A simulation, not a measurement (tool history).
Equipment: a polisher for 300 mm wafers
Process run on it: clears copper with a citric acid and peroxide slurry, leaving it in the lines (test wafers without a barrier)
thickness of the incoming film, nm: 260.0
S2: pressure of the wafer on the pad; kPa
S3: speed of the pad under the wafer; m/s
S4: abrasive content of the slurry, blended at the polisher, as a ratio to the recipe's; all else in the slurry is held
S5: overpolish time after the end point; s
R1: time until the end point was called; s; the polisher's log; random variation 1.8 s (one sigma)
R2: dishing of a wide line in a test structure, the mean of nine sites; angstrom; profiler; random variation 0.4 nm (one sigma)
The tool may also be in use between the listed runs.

Run 1, hour 0: flow of slurry (ml/min) 125, S2 22.1 kPa, S3 0.84 m/s, S4 1, S5 17 s. Result: R1 161.74 s, R2 241.94 angstrom.
Run 2, hour 5.4: flow of slurry (ml/min) 135, S2 25.5 kPa, S3 0.84 m/s, S4 1, S5 16 s. Result: R1 136.16 s, R2 263.73 angstrom.
Run 3, hour 7.7: flow of slurry (ml/min) 135, S2 25.5 kPa, S3 0.84 m/s, S4 1, S5 22 s. Result: R1 137.94 s, R2 357.33 angstrom.
Run 4, hour 14.5: flow of slurry (ml/min) 135, S2 25.5 kPa, S3 0.84 m/s, S4 0.85, S5 22 s. Result: R1 136.35 s, R2 338.63 angstrom.
Run 5, hour 15.3: flow of slurry (ml/min) 140, S2 27.6 kPa, S3 0.84 m/s, S4 0.8, S5 21 s. Result: R1 133.76 s, R2 348.59 angstrom.
At hour 16.6: slurry blender recalibrated.
Run 6, hour 16.6: flow of slurry (ml/min) 140, S2 27.6 kPa, S3 0.84 m/s, S4 0.8, S5 15 s. Result: R1 128.2 s, R2 267.71 angstrom.
Run 7, hour 21.5: flow of slurry (ml/min) 145, S2 29.6 kPa, S3 0.86 m/s, S4 0.8, S5 14 s. Result: R1 118.1 s, R2 275.6 angstrom.

Run 8 comes next. What will it give?
Run 8, hour 24.6: flow of slurry (ml/min) 145, S2 29.6 kPa, S3 0.86 m/s, S4 0.8, S5 14 s. Result: R1 ?, R2 ?.

R1: 116.99 s
R2: 277.11 angstrom
